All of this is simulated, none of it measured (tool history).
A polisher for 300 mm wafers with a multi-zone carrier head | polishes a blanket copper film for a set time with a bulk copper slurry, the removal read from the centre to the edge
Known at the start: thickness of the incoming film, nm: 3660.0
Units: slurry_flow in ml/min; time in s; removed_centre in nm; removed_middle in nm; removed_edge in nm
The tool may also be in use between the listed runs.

run	hour	slurry_flow	centre_zone	middle_zone	edge_zone	slurry_solids	time	removed_centre	removed_middle	removed_edge
1	0.0	240	1.00	1.00	1.00	1.00	32	210.44	208.60	210.95
2	6.0	240	1.00	1.00	1.00	0.90	32	203.96	204.51	206.38
3	10.9	240	1.00	0.94	1.00	0.90	32	208.68	194.22	207.16
4	19.3	200	1.00	0.94	1.00	0.90	32	196.49	190.52	207.03
5	26.6	200	1.08	0.94	1.00	0.90	32	215.58	189.91	206.69
6	27.4	250	1.08	0.94	1.00	0.90	32	220.69	194.84	202.22
7	35.8	240	1.04	1.00	1.02	1.05	34	229.25	223.96	227.56
8	38.2	235	1.03	1.04	1.04	1.15	36	250.78	246.83	243.94
9	39.7	305	0.93	1.14	1.14	1.40	44	295.79	354.96	343.50
# hour 46.5: worn pad replaced by a new one
10	46.5	300	0.93	1.14	1.13	1.40	44	333.49	399.71	379.23

The next listed run, before its measurement:
11	48.7	305	0.94	1.15	1.14	1.30	44	?	?	?

{"run 11": {"removed_centre": 328.04, "removed_middle": 396.54, "removed_edge": 375.47}}
